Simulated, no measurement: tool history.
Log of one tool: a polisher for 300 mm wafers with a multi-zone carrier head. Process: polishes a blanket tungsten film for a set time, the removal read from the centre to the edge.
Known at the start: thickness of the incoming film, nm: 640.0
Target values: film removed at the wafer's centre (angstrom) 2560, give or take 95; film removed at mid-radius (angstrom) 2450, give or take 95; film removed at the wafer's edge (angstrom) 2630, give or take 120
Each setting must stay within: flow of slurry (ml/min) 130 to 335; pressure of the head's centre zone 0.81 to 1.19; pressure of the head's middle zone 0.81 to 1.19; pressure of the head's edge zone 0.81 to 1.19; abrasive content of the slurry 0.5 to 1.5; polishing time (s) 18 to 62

run	hour	flow of slurry (ml/min)	pressure of the head's centre zone	pressure of the head's middle zone	pressure of the head's edge zone	abrasive content of the slurry	polishing time (s)	film removed at the wafer's centre (angstrom)	film removed at mid-radius (angstrom)	film removed at the wafer's edge (angstrom)
1	0	215	1	1	1	1	40	1671.2	1664.1	1728.8
2	1.5	215	1	1	1	1.1	40	1744	1706.8	1745.3
3	8.5	215	1	1	0.94	1.1	40	1735.6	1693.1	1722.5
4	13.9	215	1.08	1	0.94	1.1	40	1892.2	1730.8	1708.7
5	16.8	215	1.05	0.99	0.98	1.2	43	2050.6	1893.2	1906.7
6	20.3	215	1.02	0.98	1.02	1.3	46	2148.1	2037.5	2118
7	26.9	220	1.02	0.98	1.05	1.35	48	2296.6	2161.4	2298.4
8	32.5	230	1.03	0.99	1.08	1.4	48	2365.7	2262.8	2357.2
9	36.6	240	1.03	0.99	1.11	1.45	48	2342.9	2249.6	2396.4
10	42.2	240	1.04	0.99	1.12	1.45	49	2413.4	2379.4	2488.4
11	44.7	240	1.05	0.98	1.13	1.45	49	2477.6	2302.7	2512.8
12	45.6	240	1.05	0.98	1.13	1.45	49	2444.2	2302.4	2462.2
13	49.3	245	1.05	0.98	1.14	1.45	49	2506.4	2289.8	2478.3
14	52.1	245	1.05	0.99	1.15	1.45	49	2495	2343.1	2488.5
15	54.6	245	1.05	0.99	1.16	1.45	49	2469.7	2280.8	2490.6
16	57.2	250	1.05	0.99	1.16	1.45	49	2483.8	2317.5	2450.2
17	63.8	250	1.05	0.99	1.16	1.45	49	2513.9	2348	2500.1

Next run, 5 choices. One meets every target within its allowed miss, the rest don't. Which?
A	70.4	310	1.1	1.08	1.14	1.4	47	?	?	?
B	70.4	215	0.96	1.03	1.14	1.5	51	?	?	?
C	70.4	295	1.07	1.04	1.13	1.45	47	?	?	?
D	70.4	240	1.01	0.97	1.11	1.5	52	?	?	?
E	70.4	250	1.05	0.93	1.19	1.4	51	?	?	?

move	film removed at the wafer's centre (angstrom)	film removed at mid-radius (angstrom)	film removed at the wafer's edge (angstrom)
A	2549.7	2420.1	2373.7
B	2352.7	2474.3	2552.5
C	2492.8	2358.2	2384.9
D	2563.4	2431.3	2607.8
E	2572.4	2263.7	2576
A: lands further from the targets than the last run did
B: meets the target for the result that was furthest off, but another lies outside its allowed miss
C: lands further from the targets than the last run did
D: every result lands within tolerance
E: meets the target for the result that was furthest off, but another lies outside its allowed miss
Go with D: it meets all targets.
